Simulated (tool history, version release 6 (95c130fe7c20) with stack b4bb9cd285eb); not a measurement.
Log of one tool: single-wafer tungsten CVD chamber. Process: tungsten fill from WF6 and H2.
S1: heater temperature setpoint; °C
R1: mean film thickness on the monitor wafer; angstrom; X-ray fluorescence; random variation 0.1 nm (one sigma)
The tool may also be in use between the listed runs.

run 1 hour=0 | S1=385 chamber_pressure_(Torr)=50.1 deposition_time_(s)=10.3 | R1=280.4
run 2 hour=1.3 | S1=377 chamber_pressure_(Torr)=50.1 deposition_time_(s)=10.3 | R1=240.88
run 3 hour=5.5 | S1=375 chamber_pressure_(Torr)=50 deposition_time_(s)=10.3 | R1=235.15
run 4 hour=9.5 | S1=380 chamber_pressure_(Torr)=50 deposition_time_(s)=10.3 | R1=257.41
run 5 hour=13.8 | S1=374 chamber_pressure_(Torr)=50 deposition_time_(s)=10.3 | R1=228.86
run 6 hour=15.6 | S1=373 chamber_pressure_(Torr)=49.9 deposition_time_(s)=10.3 | R1=226.14
run 7 hour=22.1 | S1=372 chamber_pressure_(Torr)=49.8 deposition_time_(s)=10.3 | R1=221.92

Forecast run 8:
run 8 hour=22.8 | S1=371 chamber_pressure_(Torr)=49.7 deposition_time_(s)=10.3 | R1=?

{"run 8": {"R1": 214.17}}

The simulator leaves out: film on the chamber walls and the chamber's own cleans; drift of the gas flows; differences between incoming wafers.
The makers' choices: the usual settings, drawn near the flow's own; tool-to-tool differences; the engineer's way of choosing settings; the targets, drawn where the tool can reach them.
